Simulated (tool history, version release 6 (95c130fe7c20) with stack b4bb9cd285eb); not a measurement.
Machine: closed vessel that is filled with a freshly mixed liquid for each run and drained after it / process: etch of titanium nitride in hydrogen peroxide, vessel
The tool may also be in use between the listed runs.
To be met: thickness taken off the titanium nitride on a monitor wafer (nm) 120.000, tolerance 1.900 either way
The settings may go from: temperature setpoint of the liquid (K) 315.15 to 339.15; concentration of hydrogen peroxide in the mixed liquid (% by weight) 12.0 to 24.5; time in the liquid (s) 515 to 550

run,hour,temperature setpoint of the liquid (K),concentration of hydrogen peroxide in the mixed liquid (% by weight),time in the liquid (s),thickness taken off the titanium nitride on a monitor wafer (nm)
1,0.0,331.15,16.5,515,74.888
2,0.6,324.65,16.5,515,48.054
3,2.2,324.65,15.0,515,46.636
4,3.9,328.15,15.0,515,59.891
5,7.9,330.65,15.0,515,70.650
6,13.0,330.65,15.0,550,75.727
7,15.2,332.65,15.0,550,86.995
8,19.1,334.15,15.0,550,96.340
9,26.2,335.15,15.0,550,103.400
10,32.5,335.65,15.0,550,106.570
11,35.0,337.65,15.0,550,122.370
12,38.0,337.15,15.0,550,118.250

Which of these 5 next moves meets every target?
A,41.0,336.65,15.5,550,?
B,41.0,337.65,15.0,515,?
C,41.0,338.15,13.5,515,?
D,41.0,337.15,14.5,550,?
E,41.0,338.15,16.0,515,?

move,thickness taken off the titanium nitride on a monitor wafer (nm)
A,115.570
B,114.850
C,116.110
D,117.810
E,120.330
A: lands further from the targets than the last run did
B: lands further from the targets than the last run did
C: lands further from the targets than the last run did
D: lands further from the targets than the last run did
E: hits every target within its allowed miss
So the answer is move E, the one that meets all the targets.

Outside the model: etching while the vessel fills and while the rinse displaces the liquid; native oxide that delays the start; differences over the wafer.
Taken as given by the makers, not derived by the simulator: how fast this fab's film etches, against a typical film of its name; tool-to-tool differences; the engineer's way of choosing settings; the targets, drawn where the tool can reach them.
